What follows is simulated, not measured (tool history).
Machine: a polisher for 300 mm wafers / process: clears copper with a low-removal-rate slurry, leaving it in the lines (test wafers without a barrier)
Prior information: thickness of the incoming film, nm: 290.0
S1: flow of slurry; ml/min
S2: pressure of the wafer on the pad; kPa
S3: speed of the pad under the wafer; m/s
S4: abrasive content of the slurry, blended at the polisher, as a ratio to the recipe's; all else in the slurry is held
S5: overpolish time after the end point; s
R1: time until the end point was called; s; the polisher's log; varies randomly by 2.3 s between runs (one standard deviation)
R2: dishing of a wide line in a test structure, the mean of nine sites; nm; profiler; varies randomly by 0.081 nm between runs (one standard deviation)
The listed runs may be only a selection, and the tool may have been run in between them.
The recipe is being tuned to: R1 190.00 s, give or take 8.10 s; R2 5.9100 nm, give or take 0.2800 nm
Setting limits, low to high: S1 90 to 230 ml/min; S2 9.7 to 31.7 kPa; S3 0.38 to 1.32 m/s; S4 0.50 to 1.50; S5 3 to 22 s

| run | hour | S1 | S2 | S3 | S4 | S5 | R1 | R2 |
|---|---|---|---|---|---|---|---|---|
| 1 | 0.0 | 150 | 20.7 | 0.84 | 1.00 | 11 | 110.23 | 21.0530 |
| 2 | 6.1 | 150 | 20.0 | 0.82 | 1.00 | 10 | 116.79 | 18.4750 |
| 3 | 12.4 | 150 | 19.3 | 0.80 | 1.00 | 9 | 121.00 | 16.0290 |
| 4 | 20.6 | 155 | 18.6 | 0.78 | 1.00 | 8 | 129.97 | 13.7100 |
|  | 26.6 | slurry blender recalibrated |
| 5 | 26.6 | 155 | 18.6 | 0.78 | 1.20 | 8 | 119.46 | 14.2180 |
| 6 | 31.5 | 155 | 18.6 | 0.78 | 1.35 | 8 | 117.12 | 14.8160 |
| 7 | 33.2 | 160 | 17.9 | 0.76 | 1.35 | 7 | 123.75 | 12.1650 |
| 8 | 37.1 | 160 | 17.2 | 0.74 | 1.35 | 7 | 134.34 | 11.4230 |
| 9 | 42.7 | 160 | 16.5 | 0.74 | 1.35 | 7 | 140.12 | 11.0120 |
| 10 | 49.4 | 160 | 15.9 | 0.74 | 1.35 | 7 | 146.78 | 10.4780 |
| 11 | 52.4 | 160 | 15.2 | 0.74 | 1.35 | 7 | 152.59 | 10.2100 |
| 12 | 57.0 | 160 | 14.5 | 0.74 | 1.35 | 7 | 157.95 | 9.9523 |
| 13 | 59.9 | 175 | 10.3 | 0.70 | 1.35 | 3 | 218.16 | 3.0536 |
| 14 | 61.9 | 165 | 11.0 | 0.70 | 1.35 | 3 | 213.90 | 3.2364 |
| 15 | 64.4 | 160 | 11.7 | 0.70 | 1.35 | 3 | 202.33 | 3.4262 |
| 16 | 66.2 | 160 | 12.4 | 0.68 | 1.40 | 4 | 197.93 | 4.5529 |
| 17 | 71.8 | 155 | 12.4 | 0.68 | 1.40 | 4 | 199.39 | 4.6076 |
| 18 | 79.6 | 155 | 12.4 | 0.68 | 1.40 | 4 | 198.82 | 4.4991 |
| 19 | 82.8 | 150 | 13.8 | 0.68 | 1.40 | 7 | 176.11 | 8.5937 |
| 20 | 86.5 | 155 | 13.8 | 0.68 | 1.40 | 7 | 177.63 | 8.9595 |
| 21 | 93.0 | 160 | 13.8 | 0.70 | 1.35 | 7 | 179.82 | 8.6288 |
| 22 | 94.2 | 160 | 13.8 | 0.70 | 1.30 | 7 | 171.12 | 8.8215 |
| 23 | 99.7 | 155 | 13.8 | 0.72 | 1.25 | 7 | 173.50 | 9.0749 |
| 24 | 102.0 | 160 | 13.8 | 0.72 | 1.25 | 7 | 172.73 | 8.9158 |
| 25 | 110.6 | 160 | 13.8 | 0.72 | 1.20 | 7 | 173.73 | 8.9501 |
| 26 | 115.4 | 155 | 13.8 | 0.74 | 1.20 | 7 | 171.69 | 9.1613 |
| 27 | 119.3 | 160 | 13.8 | 0.74 | 1.20 | 7 | 172.18 | 9.1671 |
| 28 | 121.2 | 160 | 13.8 | 0.74 | 1.20 | 7 | 170.51 | 9.2031 |

Below are 4 possible settings for the next run. Only one of them brings all results inside the allowed miss of their targets. Which is it?
| A | 123.1 | 160 | 15.2 | 0.78 | 1.20 | 8 | ? | ? |
| B | 123.1 | 165 | 17.9 | 0.62 | 1.15 | 9 | ? | ? |
| C | 123.1 | 140 | 14.5 | 0.72 | 1.50 | 9 | ? | ? |
| D | 123.1 | 200 | 11.0 | 0.76 | 1.45 | 5 | ? | ? |

| move | R1 | R2 |
|---|---|---|
| A | 146.33 | 12.1360 |
| B | 156.62 | 12.7530 |
| C | 162.12 | 12.3040 |
| D | 187.95 | 6.0567 |
A: misses by more than the last run did
B: misses by more than the last run did
C: misses by more than the last run did
D: every result lands within tolerance
Answer: D
